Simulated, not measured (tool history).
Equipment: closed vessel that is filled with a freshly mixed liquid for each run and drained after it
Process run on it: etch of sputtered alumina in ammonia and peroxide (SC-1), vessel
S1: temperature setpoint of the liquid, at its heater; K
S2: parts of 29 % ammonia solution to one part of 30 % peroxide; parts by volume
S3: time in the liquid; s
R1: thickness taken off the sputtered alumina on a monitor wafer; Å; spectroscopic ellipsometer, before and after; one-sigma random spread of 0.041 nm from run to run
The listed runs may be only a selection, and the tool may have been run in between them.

{"run": 1, "hour": 0.0, "S1": 321.15, "S2": 0.85, "S3": 30, "R1": 25.658}
{"run": 2, "hour": 6.8, "S1": 323.15, "S2": 0.85, "S3": 30, "R1": 28.94}
{"run": 3, "hour": 14.4, "S1": 324.65, "S2": 0.85, "S3": 30, "R1": 31.119}
{"run": 4, "hour": 21.4, "S1": 324.65, "S2": 0.85, "S3": 30, "R1": 31.009}
{"run": 5, "hour": 27.4, "S1": 325.65, "S2": 0.85, "S3": 30, "R1": 33.293}
{"run": 6, "hour": 34.5, "S1": 326.65, "S2": 0.85, "S3": 30, "R1": 34.488}

What does the tool deliver on the next run?
{"hour": 36.1, "done": "ammonia flow meter replaced"}
{"run": 7, "hour": 36.1, "S1": 327.65, "S2": 0.85, "S3": 30, "R1": "?"}

Run 7 produced R1 37.456 Å.

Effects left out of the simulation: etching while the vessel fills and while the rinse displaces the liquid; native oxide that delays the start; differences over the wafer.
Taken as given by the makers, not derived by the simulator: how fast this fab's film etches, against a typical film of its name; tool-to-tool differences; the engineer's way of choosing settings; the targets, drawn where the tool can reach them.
